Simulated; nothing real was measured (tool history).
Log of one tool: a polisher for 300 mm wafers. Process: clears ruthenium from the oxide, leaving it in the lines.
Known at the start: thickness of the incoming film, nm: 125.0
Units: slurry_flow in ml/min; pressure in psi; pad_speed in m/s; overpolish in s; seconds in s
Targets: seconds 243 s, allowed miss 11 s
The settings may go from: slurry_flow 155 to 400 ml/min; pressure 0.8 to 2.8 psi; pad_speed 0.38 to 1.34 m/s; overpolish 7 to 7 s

| run | hour | slurry_flow | pressure | pad_speed | overpolish | seconds |
|---|---|---|---|---|---|---|
| 1 | 0 | 255 | 1.8 | 0.86 | 7 | 143.53 |
| 2 | 3.6 | 255 | 1.6 | 0.86 | 7 | 161.91 |
| 3 | 4.3 | 255 | 1.8 | 0.86 | 7 | 143.32 |
| 4 | 6.5 | 255 | 1.4 | 0.86 | 7 | 187.83 |
| 5 | 13.7 | 255 | 1.3 | 0.86 | 7 | 197.49 |
| 6 | 20 | 255 | 1.2 | 0.86 | 7 | 210.18 |
| 7 | 27 | 255 | 1.1 | 0.86 | 7 | 227.74 |
| 8 | 33.2 | 255 | 1.1 | 0.86 | 7 | 226.35 |

Which of these 4 next moves meets every target?
| A | 39.4 | 245 | 1.1 | 0.7 | 7 | ? |
| B | 39.4 | 325 | 1 | 0.86 | 7 | ? |
| C | 39.4 | 240 | 1.1 | 0.74 | 7 | ? |
| D | 39.4 | 180 | 0.8 | 1.06 | 7 | ? |

| move | seconds |
|---|---|
| A | 281.42 |
| B | 246.68 |
| C | 267.23 |
| D | 262.05 |
A: takes the result that was furthest off past its target
B: meets every target
C: takes the result that was furthest off past its target
D: takes the result that was furthest off past its target
The right move is B.
